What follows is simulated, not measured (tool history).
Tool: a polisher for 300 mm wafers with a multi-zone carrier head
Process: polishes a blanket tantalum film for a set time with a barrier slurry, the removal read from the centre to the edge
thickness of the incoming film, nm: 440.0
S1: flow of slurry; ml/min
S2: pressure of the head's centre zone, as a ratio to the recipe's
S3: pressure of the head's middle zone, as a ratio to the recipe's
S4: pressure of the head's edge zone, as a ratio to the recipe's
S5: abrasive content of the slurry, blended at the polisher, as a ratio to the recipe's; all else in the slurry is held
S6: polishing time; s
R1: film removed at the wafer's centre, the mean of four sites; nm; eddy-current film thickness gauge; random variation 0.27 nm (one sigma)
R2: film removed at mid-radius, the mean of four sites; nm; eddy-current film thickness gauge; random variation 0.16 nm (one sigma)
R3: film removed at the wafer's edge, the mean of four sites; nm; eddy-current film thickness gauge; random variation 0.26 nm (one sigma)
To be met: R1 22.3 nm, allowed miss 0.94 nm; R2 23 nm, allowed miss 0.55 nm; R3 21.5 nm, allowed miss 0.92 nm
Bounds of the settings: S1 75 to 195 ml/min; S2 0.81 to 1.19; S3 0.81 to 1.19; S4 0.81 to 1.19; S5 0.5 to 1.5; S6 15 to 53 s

{"run": 1, "hour": 0.0, "S1": 125, "S2": 1, "S3": 1, "S4": 1, "S5": 1, "S6": 34, "R1": 23.423, "R2": 23.75, "R3": 24.285}
{"run": 2, "hour": 3.3, "S1": 120, "S2": 1, "S3": 1.01, "S4": 0.97, "S5": 1, "S6": 34, "R1": 22.954, "R2": 23.545, "R3": 23.374}
{"run": 3, "hour": 7.1, "S1": 120, "S2": 1.08, "S3": 1.01, "S4": 0.97, "S5": 1, "S6": 34, "R1": 24.295, "R2": 23.58, "R3": 23.79}
{"run": 4, "hour": 8.6, "S1": 120, "S2": 1.16, "S3": 1.01, "S4": 0.97, "S5": 1, "S6": 34, "R1": 26.49, "R2": 23.746, "R3": 23.295}
{"run": 5, "hour": 9.8, "S1": 120, "S2": 1.16, "S3": 1.08, "S4": 0.97, "S5": 1, "S6": 34, "R1": 26.527, "R2": 25.002, "R3": 23.427}
{"run": 6, "hour": 12.1, "S1": 120, "S2": 1.09, "S3": 1.08, "S4": 0.97, "S5": 1, "S6": 34, "R1": 25.124, "R2": 25.071, "R3": 22.882}
{"run": 7, "hour": 12.9, "S1": 110, "S2": 1.08, "S3": 1.08, "S4": 0.97, "S5": 1, "S6": 34, "R1": 24.087, "R2": 24.522, "R3": 22.924}
{"run": 8, "hour": 21.8, "S1": 85, "S2": 1.08, "S3": 1.08, "S4": 0.9, "S5": 0.95, "S6": 34, "R1": 21.581, "R2": 21.938, "R3": 21.276}
{"run": 9, "hour": 24.3, "S1": 90, "S2": 1.08, "S3": 1.08, "S4": 0.9, "S5": 0.95, "S6": 34, "R1": 22.195, "R2": 22.09, "R3": 20.799}
{"run": 10, "hour": 26.7, "S1": 90, "S2": 1.07, "S3": 1.08, "S4": 0.91, "S5": 0.95, "S6": 34, "R1": 21.684, "R2": 22.17, "R3": 21.355}

Which of these 4 next moves meets every target?
{"run": "A", "hour": 29.1, "S1": 95, "S2": 1.06, "S3": 1.07, "S4": 0.9, "S5": 1.3, "S6": 31, "R1": "?", "R2": "?", "R3": "?"}
{"run": "B", "hour": 29.1, "S1": 90, "S2": 1.06, "S3": 1.12, "S4": 0.86, "S5": 0.9, "S6": 36, "R1": "?", "R2": "?", "R3": "?"}
{"run": "C", "hour": 29.1, "S1": 145, "S2": 1.14, "S3": 1.04, "S4": 0.93, "S5": 0.8, "S6": 34, "R1": "?", "R2": "?", "R3": "?"}
{"run": "D", "hour": 29.1, "S1": 100, "S2": 1.14, "S3": 1.06, "S4": 0.87, "S5": 1.05, "S6": 33, "R1": "?", "R2": "?", "R3": "?"}

move=A R1=22.426 R2=22.661 R3=21.397
move=B R1=22.563 R2=23.775 R3=21.379
move=C R1=25.395 R2=22.881 R3=21.633
move=D R1=24.569 R2=22.818 R3=21.358
A: meets every target
B: takes the result that was furthest off past its target
C: brings the result that was furthest off to its target, and leaves another outside
D: brings the result that was furthest off to its target, and leaves another outside
Move A is the one to make.

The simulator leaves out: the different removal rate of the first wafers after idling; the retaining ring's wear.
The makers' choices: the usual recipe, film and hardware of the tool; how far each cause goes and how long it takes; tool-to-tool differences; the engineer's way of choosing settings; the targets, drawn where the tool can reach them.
